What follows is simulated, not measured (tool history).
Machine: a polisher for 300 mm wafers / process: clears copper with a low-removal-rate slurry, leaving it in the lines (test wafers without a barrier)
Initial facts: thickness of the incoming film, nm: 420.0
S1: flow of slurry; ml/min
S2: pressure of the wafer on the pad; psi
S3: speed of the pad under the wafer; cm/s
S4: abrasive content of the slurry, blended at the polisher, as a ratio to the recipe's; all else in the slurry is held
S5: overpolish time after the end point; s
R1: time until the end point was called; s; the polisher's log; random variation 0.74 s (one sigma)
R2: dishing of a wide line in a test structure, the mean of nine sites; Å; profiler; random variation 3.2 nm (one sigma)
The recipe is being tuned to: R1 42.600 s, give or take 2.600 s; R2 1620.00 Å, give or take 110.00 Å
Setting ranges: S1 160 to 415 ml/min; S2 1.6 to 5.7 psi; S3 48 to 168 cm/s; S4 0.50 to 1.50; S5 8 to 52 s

{"run": 1, "hour": 0.0, "S1": 265, "S2": 3.6, "S3": 108, "S4": 1.0, "S5": 26, "R1": 85.849, "R2": 838.51}
{"run": 2, "hour": 5.3, "S1": 265, "S2": 2.7, "S3": 108, "S4": 1.0, "S5": 26, "R1": 113.53, "R2": 655.32}
{"run": 3, "hour": 12.5, "S1": 265, "S2": 3.3, "S3": 108, "S4": 1.0, "S5": 26, "R1": 94.708, "R2": 762.08}
{"run": 4, "hour": 17.2, "S1": 265, "S2": 3.7, "S3": 108, "S4": 1.0, "S5": 26, "R1": 85.184, "R2": 861.78}
{"run": 5, "hour": 19.1, "S1": 265, "S2": 4.2, "S3": 112, "S4": 1.0, "S5": 26, "R1": 70.207, "R2": 955.18}
{"run": 6, "hour": 21.4, "S1": 265, "S2": 4.6, "S3": 114, "S4": 1.0, "S5": 27, "R1": 65.528, "R2": 1098.4}
{"run": 7, "hour": 23.3, "S1": 265, "S2": 4.9, "S3": 120, "S4": 1.0, "S5": 27, "R1": 58.446, "R2": 1157.8}
{"run": 8, "hour": 29.8, "S1": 265, "S2": 5.1, "S3": 124, "S4": 1.0, "S5": 28, "R1": 54.794, "R2": 1241.5}
{"run": 9, "hour": 38.7, "S1": 265, "S2": 5.3, "S3": 128, "S4": 1.0, "S5": 29, "R1": 49.929, "R2": 1345.3}
{"run": 10, "hour": 42.4, "S1": 265, "S2": 5.4, "S3": 130, "S4": 1.0, "S5": 30, "R1": 48.106, "R2": 1439.2}
{"run": 11, "hour": 44.3, "S1": 265, "S2": 5.5, "S3": 132, "S4": 1.0, "S5": 30, "R1": 45.179, "R2": 1465.0}
{"run": 12, "hour": 46.1, "S1": 265, "S2": 5.6, "S3": 132, "S4": 1.0, "S5": 31, "R1": 46.284, "R2": 1530.5}

Exactly one of the 5 candidate moves below puts every result within its allowed miss. Which one?
{"run": "A", "hour": 47.9, "S1": 240, "S2": 4.9, "S3": 142, "S4": 0.7, "S5": 36, "R1": "?", "R2": "?"}
{"run": "B", "hour": 47.9, "S1": 290, "S2": 5.4, "S3": 118, "S4": 1.0, "S5": 52, "R1": "?", "R2": "?"}
{"run": "C", "hour": 47.9, "S1": 285, "S2": 5.7, "S3": 134, "S4": 1.1, "S5": 26, "R1": "?", "R2": "?"}
{"run": "D", "hour": 47.9, "S1": 280, "S2": 5.7, "S3": 138, "S4": 0.95, "S5": 32, "R1": "?", "R2": "?"}
{"run": "E", "hour": 47.9, "S1": 325, "S2": 5.2, "S3": 126, "S4": 1.0, "S5": 36, "R1": "?", "R2": "?"}

move=A R1=52.070 R2=1510.80
move=B R1=51.973 R2=1860.90
move=C R1=42.783 R2=1421.90
move=D R1=42.888 R2=1611.00
move=E R1=50.096 R2=1557.60
A: misses by more than the last run did
B: misses by more than the last run did
C: gets the furthest-off result to its target, but another result is out of tolerance
D: hits every target within its allowed miss
E: misses by more than the last run did
So the answer is move D, the one that meets all the targets.
